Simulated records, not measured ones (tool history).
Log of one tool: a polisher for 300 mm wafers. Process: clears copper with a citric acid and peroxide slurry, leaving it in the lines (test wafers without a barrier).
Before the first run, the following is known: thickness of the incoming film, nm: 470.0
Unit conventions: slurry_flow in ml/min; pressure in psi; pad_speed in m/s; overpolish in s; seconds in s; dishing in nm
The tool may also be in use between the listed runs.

| run | hour | slurry_flow | pressure | pad_speed | slurry_solids | overpolish | seconds | dishing |
|---|---|---|---|---|---|---|---|---|
| 1 | 0.0 | 140 | 3.9 | 1.18 | 1.00 | 12 | 128.790 | 29.114 |
| 2 | 5.4 | 125 | 3.9 | 1.18 | 1.00 | 12 | 132.610 | 28.743 |
| 3 | 13.8 | 125 | 4.1 | 1.18 | 1.00 | 13 | 124.390 | 31.212 |
| 4 | 16.1 | 125 | 3.4 | 1.18 | 1.00 | 13 | 151.560 | 26.937 |
| 5 | 19.5 | 125 | 3.6 | 1.18 | 1.00 | 14 | 142.820 | 30.860 |
| 6 | 21.4 | 125 | 3.6 | 1.18 | 1.20 | 14 | 134.820 | 32.270 |
| 7 | 28.4 | 135 | 4.7 | 1.20 | 1.15 | 19 | 103.030 | 53.349 |
| 8 | 35.4 | 135 | 4.8 | 1.20 | 1.15 | 19 | 100.720 | 56.591 |
| 9 | 44.1 | 140 | 4.9 | 1.20 | 1.15 | 19 | 99.063 | 55.572 |

Forecast run 10:
| 10 | 49.1 | 140 | 5.0 | 1.20 | 1.15 | 19 | ? | ? |

{"run 10": {"seconds": 94.544, "dishing": 57.186}}
